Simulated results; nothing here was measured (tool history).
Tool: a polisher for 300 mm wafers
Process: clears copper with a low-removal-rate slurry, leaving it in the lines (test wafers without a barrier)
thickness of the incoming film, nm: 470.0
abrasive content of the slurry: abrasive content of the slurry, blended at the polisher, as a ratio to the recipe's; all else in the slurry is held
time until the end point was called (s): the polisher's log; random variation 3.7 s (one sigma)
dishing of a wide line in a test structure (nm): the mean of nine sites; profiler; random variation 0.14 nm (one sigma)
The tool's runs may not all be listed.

run  hour  flow of slurry (ml/min)  pressure of the wafer on the pad (psi)  speed of the pad under the wafer (m/s)  abrasive content of the slurry  overpolish time after the end point (s)  time until the end point was called (s)  dishing of a wide line in a test structure (nm)
  1   0.0                      210                                     3.6                                    1.16                            1.00                                       13                                   98.317                                          43.8510
  2   3.6                      210                                     3.6                                    1.32                            1.00                                       13                                   89.541                                          47.9940
  3  10.6                      225                                     3.0                                    1.08                            1.05                                       10                                  123.360                                          28.0880
  4  16.6                      255                                     2.6                                    0.94                            1.20                                        8                                  145.000                                          18.6270
  5  17.9                      255                                     2.6                                    0.82                            1.20                                        8                                  163.460                                          17.2810
  6  21.8                      255                                     2.9                                    0.82                            1.20                                        8                                  145.120                                          18.6570

Forecast run 7:
  7  24.9                      195                                     3.1                                    0.52                            0.95                                        4                                        ?                                                ?

{"run 7": {"time until the end point was called (s)": 207.13, "dishing of a wide line in a test structure (nm)": 7.0625}}

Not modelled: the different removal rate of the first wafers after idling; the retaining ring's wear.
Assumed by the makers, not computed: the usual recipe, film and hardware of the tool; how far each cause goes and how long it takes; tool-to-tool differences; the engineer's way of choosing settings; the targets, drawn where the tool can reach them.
